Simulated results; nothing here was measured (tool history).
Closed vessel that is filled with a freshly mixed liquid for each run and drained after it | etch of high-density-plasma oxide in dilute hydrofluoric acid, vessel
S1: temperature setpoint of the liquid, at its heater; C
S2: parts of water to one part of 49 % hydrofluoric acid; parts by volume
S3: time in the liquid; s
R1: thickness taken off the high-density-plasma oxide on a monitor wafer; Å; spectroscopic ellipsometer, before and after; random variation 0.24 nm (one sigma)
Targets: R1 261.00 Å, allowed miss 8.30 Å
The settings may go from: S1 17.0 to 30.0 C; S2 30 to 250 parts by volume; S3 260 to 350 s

run    day    S1   S2   S3      R1
  1  0.000  22.0  140  350  182.79
  2  0.338  19.0  140  350  167.48
  3  0.521  21.0  135  350  186.53
  4  0.788  21.0  155  350  161.03
  5  0.892  21.0  130  350  192.72
  6  0.942  23.0  130  350  214.95
  7  1.254  24.0  130  350  219.28
  8  1.429  25.0  130  350  231.07
  9  1.775  25.5  130  350  234.95
 10  2.071  26.0  130  350  235.62
 11  2.208  26.5  130  350  239.83

5 next moves are on the table. One of them brings every result within its allowed miss. Which?
  A  2.346  27.0  140  320   ?
  B  2.346  24.0  120  345   ?
  C  2.346  30.0  145  350   ?
  D  2.346  29.0  125  350   ?
  E  2.346  26.0   95  270   ?

move      R1
   A  210.34
   B  241.73
   C  246.41
   D  282.97
   E  266.52
A: further off than the last run
B: nearer than the last run, and not there yet
C: nearer than the last run, and not there yet
D: takes the result that was furthest off past its target
E: meets every target
Answer: E
